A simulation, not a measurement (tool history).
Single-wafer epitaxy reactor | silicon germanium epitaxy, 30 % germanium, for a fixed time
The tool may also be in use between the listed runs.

run,hour,wafer temperature setpoint (pyrometer-controlled) (°C),chamber pressure (Torr),mean film thickness on the monitor wafer (Å)
1,0.0,615,15.0,656.94
2,7.8,615,17.3,703.84
3,10.1,605,17.3,573.94
4,11.3,596,17.3,477.60
5,13.6,601,17.3,528.72
6,16.9,594,17.3,456.58
7,19.8,603,17.4,551.90
8,22.9,615,17.8,710.30
9,25.3,618,17.8,755.27
10,29.1,620,17.8,787.03

For run 11, what comes out?
11,31.1,622,17.8,?

Run 11 produced mean film thickness on the monitor wafer (Å) 821.53.
